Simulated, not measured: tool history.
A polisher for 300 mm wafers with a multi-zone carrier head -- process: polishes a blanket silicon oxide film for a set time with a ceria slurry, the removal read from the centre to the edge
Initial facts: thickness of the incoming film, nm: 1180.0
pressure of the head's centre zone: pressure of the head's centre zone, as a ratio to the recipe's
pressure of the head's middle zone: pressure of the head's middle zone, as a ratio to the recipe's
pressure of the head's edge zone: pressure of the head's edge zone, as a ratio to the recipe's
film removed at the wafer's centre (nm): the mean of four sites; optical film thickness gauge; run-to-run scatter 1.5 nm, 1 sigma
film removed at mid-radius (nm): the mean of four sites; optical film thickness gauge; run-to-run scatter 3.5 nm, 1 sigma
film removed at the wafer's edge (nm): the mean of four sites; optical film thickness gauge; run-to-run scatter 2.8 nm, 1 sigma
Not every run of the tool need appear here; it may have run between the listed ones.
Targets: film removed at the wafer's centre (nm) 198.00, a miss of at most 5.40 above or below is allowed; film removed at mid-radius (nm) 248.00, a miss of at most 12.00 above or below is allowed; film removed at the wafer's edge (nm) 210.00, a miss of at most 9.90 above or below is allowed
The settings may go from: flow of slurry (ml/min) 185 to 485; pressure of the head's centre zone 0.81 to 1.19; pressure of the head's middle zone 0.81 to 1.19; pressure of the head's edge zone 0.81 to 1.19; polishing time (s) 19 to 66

run	hour	flow of slurry (ml/min)	pressure of the head's centre zone	pressure of the head's middle zone	pressure of the head's edge zone	polishing time (s)	film removed at the wafer's centre (nm)	film removed at mid-radius (nm)	film removed at the wafer's edge (nm)
1	0.0	310	1.00	1.00	1.00	42	155.94	156.53	157.58
2	5.9	315	0.99	1.05	1.00	45	168.59	174.01	167.79
3	8.2	315	0.99	1.05	1.00	50	188.45	196.77	181.34
4	13.5	315	0.99	1.05	1.04	50	184.19	193.17	190.11
5	18.8	320	0.97	1.09	1.04	52	189.89	209.64	192.86
6	26.8	320	1.00	1.09	1.04	52	196.31	211.34	198.88
7	34.5	325	0.98	1.12	1.05	53	196.49	225.32	202.10
8	42.6	330	0.98	1.14	1.06	53	193.77	220.98	197.55

Of the 4 settings listed for the next run, only one would bring every result within its allowed miss of target. Which one?
A	50.7	305	0.89	1.13	0.91	60	?	?	?
B	50.7	355	0.98	1.17	0.98	58	?	?	?
C	50.7	405	0.99	1.15	0.98	52	?	?	?
D	50.7	270	0.89	1.17	1.08	63	?	?	?

move	film removed at the wafer's centre (nm)	film removed at mid-radius (nm)	film removed at the wafer's edge (nm)
A	200.51	250.98	211.56
B	216.22	252.55	213.38
C	197.68	224.99	192.62
D	208.43	268.96	239.38
A: meets every target
B: meets the target for the result that was furthest off, but another lies outside its allowed miss
C: gains on the last run, yet a result remains outside its allowed miss
D: moves the result that the last run missed by most past its target, out the other side
Move A is the one to make.

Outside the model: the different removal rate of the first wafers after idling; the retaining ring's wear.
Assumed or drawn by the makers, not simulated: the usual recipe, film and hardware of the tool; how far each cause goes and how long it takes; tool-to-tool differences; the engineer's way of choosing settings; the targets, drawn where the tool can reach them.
